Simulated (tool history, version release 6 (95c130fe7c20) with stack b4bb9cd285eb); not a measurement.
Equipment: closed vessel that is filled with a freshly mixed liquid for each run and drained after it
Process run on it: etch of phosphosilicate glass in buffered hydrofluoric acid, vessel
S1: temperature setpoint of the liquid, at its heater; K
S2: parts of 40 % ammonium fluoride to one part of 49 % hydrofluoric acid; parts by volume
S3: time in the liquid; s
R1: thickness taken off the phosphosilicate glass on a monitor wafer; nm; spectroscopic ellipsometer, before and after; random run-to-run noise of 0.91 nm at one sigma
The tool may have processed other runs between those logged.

run  hour      S1    S2  S3       R1
  1   0.0  295.15  21.0  30   92.744
  2   1.7  295.15  24.5  30   83.280
  3   4.1  295.15  21.5  30   91.029
  4   5.8  295.15  27.0  30   77.985
      8.3  -- thermometer replaced
  5   8.3  295.15  23.0  30   98.819
  6  11.8  295.15  23.0  30   99.513
  7  16.6  296.15  21.0  30  111.520

Expected results for the next run?
  8  23.7  297.15  21.0  30   ?

Run 8 yielded R1 118.140 nm.
